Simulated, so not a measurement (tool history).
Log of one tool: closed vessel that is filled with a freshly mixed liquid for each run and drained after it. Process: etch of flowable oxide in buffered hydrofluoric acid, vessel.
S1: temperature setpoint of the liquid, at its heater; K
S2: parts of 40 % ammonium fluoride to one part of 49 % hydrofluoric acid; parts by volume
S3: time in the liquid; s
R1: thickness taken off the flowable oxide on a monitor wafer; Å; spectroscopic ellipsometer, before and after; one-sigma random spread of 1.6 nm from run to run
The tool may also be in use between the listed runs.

run,hour,S1,S2,S3,R1
1,0.0,296.15,8.0,100,4392.6
2,8.0,296.15,6.5,100,5378.2
3,15.9,294.15,7.0,100,4502.4
4,22.2,294.15,7.0,100,4503.8
5,27.6,296.15,7.0,100,5003.5
6,28.9,294.15,7.0,100,4491.1
7,32.7,293.15,7.0,100,4280.0

Estimate the outcome of run 8 from the log above:
8,38.3,292.15,7.0,100,?

R1: 4006.8 Å

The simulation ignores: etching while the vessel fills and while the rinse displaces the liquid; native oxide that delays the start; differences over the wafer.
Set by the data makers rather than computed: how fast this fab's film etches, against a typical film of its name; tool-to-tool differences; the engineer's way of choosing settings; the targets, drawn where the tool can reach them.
